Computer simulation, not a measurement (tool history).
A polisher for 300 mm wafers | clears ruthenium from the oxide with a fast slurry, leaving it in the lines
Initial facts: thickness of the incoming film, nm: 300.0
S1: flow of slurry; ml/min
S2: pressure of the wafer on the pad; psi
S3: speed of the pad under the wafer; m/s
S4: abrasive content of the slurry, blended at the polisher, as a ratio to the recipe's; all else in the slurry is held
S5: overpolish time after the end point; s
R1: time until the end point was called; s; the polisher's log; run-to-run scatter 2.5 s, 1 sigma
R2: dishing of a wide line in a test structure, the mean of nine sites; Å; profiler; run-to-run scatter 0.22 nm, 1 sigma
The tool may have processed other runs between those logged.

Run 1, hour 0.0: S1 130 ml/min, S2 1.7 psi, S3 0.96 m/s, S4 1.0, S5 16 s. Result: R1 101.310 s, R2 348.53 Å.
Run 2, hour 7.5: S1 135 ml/min, S2 1.6 psi, S3 0.94 m/s, S4 1.0, S5 13 s. Result: R1 108.410 s, R2 269.95 Å.
Run 3, hour 14.7: S1 155 ml/min, S2 1.6 psi, S3 0.94 m/s, S4 1.0, S5 13 s. Result: R1 106.860 s, R2 289.17 Å.
Run 4, hour 17.8: S1 155 ml/min, S2 1.6 psi, S3 0.86 m/s, S4 1.0, S5 13 s. Result: R1 113.260 s, R2 262.93 Å.
Run 5, hour 26.5: S1 155 ml/min, S2 1.6 psi, S3 0.86 m/s, S4 1.2, S5 13 s. Result: R1 102.750 s, R2 299.45 Å.
Run 6, hour 35.0: S1 155 ml/min, S2 1.6 psi, S3 0.96 m/s, S4 1.2, S5 13 s. Result: R1 91.014 s, R2 327.39 Å.
Run 7, hour 38.3: S1 155 ml/min, S2 1.4 psi, S3 0.94 m/s, S4 1.2, S5 11 s. Result: R1 105.600 s, R2 249.43 Å.
Run 8, hour 41.4: S1 150 ml/min, S2 1.3 psi, S3 0.94 m/s, S4 1.2, S5 10 s. Result: R1 113.050 s, R2 210.56 Å.

Run 9, settings as shown, results not yet in. Your forecast:
Run 9, hour 42.8: S1 140 ml/min, S2 1.2 psi, S3 0.94 m/s, S4 1.2, S5 10 s. Result: R1 ?, R2 ?.

Run 9 produced R1 123.980 s, R2 193.56 Å.
